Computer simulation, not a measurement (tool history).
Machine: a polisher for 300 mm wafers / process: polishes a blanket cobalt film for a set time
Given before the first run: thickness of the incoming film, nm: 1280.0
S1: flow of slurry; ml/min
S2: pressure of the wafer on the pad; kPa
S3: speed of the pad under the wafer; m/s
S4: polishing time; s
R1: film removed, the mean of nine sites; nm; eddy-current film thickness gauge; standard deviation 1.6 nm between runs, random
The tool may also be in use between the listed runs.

run 1 hour=0 | S1=225 S2=14.5 S3=0.76 S4=56 | R1=250.46
run 2 hour=2.3 | S1=175 S2=14.5 S3=0.76 S4=56 | R1=237.55
run 3 hour=4 | S1=215 S2=14.5 S3=0.76 S4=56 | R1=247.96
run 4 hour=5 | S1=245 S2=14.5 S3=0.76 S4=56 | R1=253.79
run 5 hour=9.9 | S1=290 S2=14.5 S3=0.76 S4=56 | R1=253.76
run 6 hour=14.1 | S1=250 S2=14.5 S3=0.76 S4=56 | R1=250.14
run 7 hour=16.8 | S1=250 S2=14.5 S3=0.76 S4=56 | R1=252.66
run 8 hour=17.7 | S1=250 S2=12.4 S3=0.76 S4=56 | R1=217.52
run 9 hour=21.7 | S1=250 S2=11 S3=0.76 S4=56 | R1=193.99

Run 10, settings as shown, results not yet in. Your forecast:
run 10 hour=27.8 | S1=245 S2=7.6 S3=0.76 S4=56 | R1=?

R1: 136.96 nm

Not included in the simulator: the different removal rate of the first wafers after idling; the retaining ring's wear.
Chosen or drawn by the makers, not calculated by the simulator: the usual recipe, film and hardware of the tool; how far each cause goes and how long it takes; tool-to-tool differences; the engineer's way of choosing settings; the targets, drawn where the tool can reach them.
